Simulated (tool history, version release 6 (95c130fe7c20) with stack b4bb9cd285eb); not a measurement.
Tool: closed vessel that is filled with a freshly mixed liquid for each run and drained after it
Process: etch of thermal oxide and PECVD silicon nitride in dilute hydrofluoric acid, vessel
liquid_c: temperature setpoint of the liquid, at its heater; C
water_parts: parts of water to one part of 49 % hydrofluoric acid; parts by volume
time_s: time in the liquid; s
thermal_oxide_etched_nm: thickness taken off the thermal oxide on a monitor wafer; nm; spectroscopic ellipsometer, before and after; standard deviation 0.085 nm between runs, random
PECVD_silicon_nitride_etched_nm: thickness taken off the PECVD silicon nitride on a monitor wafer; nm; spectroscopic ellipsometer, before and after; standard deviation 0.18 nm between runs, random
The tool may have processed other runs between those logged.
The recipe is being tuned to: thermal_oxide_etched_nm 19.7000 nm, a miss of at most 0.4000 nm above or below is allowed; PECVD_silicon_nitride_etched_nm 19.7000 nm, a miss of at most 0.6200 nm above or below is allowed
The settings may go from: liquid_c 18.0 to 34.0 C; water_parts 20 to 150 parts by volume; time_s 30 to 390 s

run	hour	liquid_c	water_parts	time_s	thermal_oxide_etched_nm	PECVD_silicon_nitride_etched_nm
1	0.0	26.0	85	200	10.8560	10.4220
2	6.9	26.0	60	200	15.9920	14.5770
3	14.7	26.0	60	120	9.5620	8.8070
4	20.8	27.0	55	120	10.9950	10.0380
5	23.9	28.0	50	120	12.6620	12.1290
6	31.9	28.0	50	65	6.8546	6.5226
7	34.5	32.0	20	130	42.3120	40.9760
8	39.6	28.0	35	140	21.6160	19.5610
9	44.3	28.5	40	145	19.8280	18.5700
10	47.2	29.0	45	150	18.4340	17.8730
11	48.9	29.5	45	150	18.9210	18.0230
12	54.9	30.0	45	150	19.0860	18.6980

Which single option among these 5 for the next run brings every result within its allowed miss of target? Just one does.
A	60.9	29.0	20	70	?	?
B	60.9	33.0	45	130	?	?
C	60.9	31.5	55	165	?	?
D	60.9	30.5	50	170	?	?
E	60.9	25.5	30	120	?	?

move	thermal_oxide_etched_nm	PECVD_silicon_nitride_etched_nm
A	20.2630	18.0870
B	18.7180	19.6670
C	18.0240	18.5890
D	19.8280	19.7610
E	19.7380	16.5900
A: further off than the last run
B: brings the result that was furthest off to its target, and leaves another outside
C: further off than the last run
D: meets every target
E: further off than the last run
Move D is the one to make.

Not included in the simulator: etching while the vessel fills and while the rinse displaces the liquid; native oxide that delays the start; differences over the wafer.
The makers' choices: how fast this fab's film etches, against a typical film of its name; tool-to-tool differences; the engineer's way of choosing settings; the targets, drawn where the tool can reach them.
